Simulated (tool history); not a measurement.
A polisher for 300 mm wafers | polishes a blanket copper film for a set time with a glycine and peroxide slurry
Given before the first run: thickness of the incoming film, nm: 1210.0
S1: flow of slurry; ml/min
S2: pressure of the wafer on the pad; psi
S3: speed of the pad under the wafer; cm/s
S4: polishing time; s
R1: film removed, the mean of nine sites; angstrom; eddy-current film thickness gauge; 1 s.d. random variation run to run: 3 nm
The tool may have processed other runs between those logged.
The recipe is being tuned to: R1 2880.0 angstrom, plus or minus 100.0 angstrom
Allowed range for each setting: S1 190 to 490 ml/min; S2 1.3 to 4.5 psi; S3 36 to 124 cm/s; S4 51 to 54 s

Run 1, hour 0.0: S1 315 ml/min, S2 2.9 psi, S3 80 cm/s, S4 51 s. Result: R1 2040.8 angstrom.
Run 2, hour 8.1: S1 315 ml/min, S2 3.2 psi, S3 80 cm/s, S4 51 s. Result: R1 2233.1 angstrom.
Run 3, hour 9.6: S1 315 ml/min, S2 3.4 psi, S3 80 cm/s, S4 51 s. Result: R1 2327.0 angstrom.
Run 4, hour 14.5: S1 315 ml/min, S2 3.6 psi, S3 80 cm/s, S4 51 s. Result: R1 2410.2 angstrom.
Run 5, hour 15.5: S1 315 ml/min, S2 3.6 psi, S3 80 cm/s, S4 54 s. Result: R1 2546.7 angstrom.
Run 6, hour 23.2: S1 315 ml/min, S2 3.6 psi, S3 80 cm/s, S4 51 s. Result: R1 2448.6 angstrom.
Run 7, hour 27.4: S1 315 ml/min, S2 3.8 psi, S3 80 cm/s, S4 51 s. Result: R1 2539.6 angstrom.
Run 8, hour 30.6: S1 315 ml/min, S2 3.9 psi, S3 80 cm/s, S4 51 s. Result: R1 2654.1 angstrom.
Run 9, hour 38.5: S1 315 ml/min, S2 4.0 psi, S3 80 cm/s, S4 51 s. Result: R1 2642.5 angstrom.
Run 10, hour 44.8: S1 315 ml/min, S2 4.0 psi, S3 80 cm/s, S4 51 s. Result: R1 2614.1 angstrom.

Of the 5 settings listed for the next run, only one would bring every result within its allowed miss of target. Which one?
Run A, hour 51.1: S1 275 ml/min, S2 4.2 psi, S3 84 cm/s, S4 52 s. Result: R1 ?.
Run B, hour 51.1: S1 290 ml/min, S2 3.4 psi, S3 86 cm/s, S4 54 s. Result: R1 ?.
Run C, hour 51.1: S1 270 ml/min, S2 3.9 psi, S3 86 cm/s, S4 51 s. Result: R1 ?.
Run D, hour 51.1: S1 300 ml/min, S2 4.1 psi, S3 78 cm/s, S4 52 s. Result: R1 ?.
Run E, hour 51.1: S1 300 ml/min, S2 3.5 psi, S3 74 cm/s, S4 53 s. Result: R1 ?.

move      R1
   A  2871.2
   B  2554.2
   C  2693.5
   D  2657.5
   E  2274.2
A: meets every target
B: moves away from the targets compared with the last run
C: an improvement on the last run, though not all results are within tolerance
D: an improvement on the last run, though not all results are within tolerance
E: moves away from the targets compared with the last run
Move A is the one to make.

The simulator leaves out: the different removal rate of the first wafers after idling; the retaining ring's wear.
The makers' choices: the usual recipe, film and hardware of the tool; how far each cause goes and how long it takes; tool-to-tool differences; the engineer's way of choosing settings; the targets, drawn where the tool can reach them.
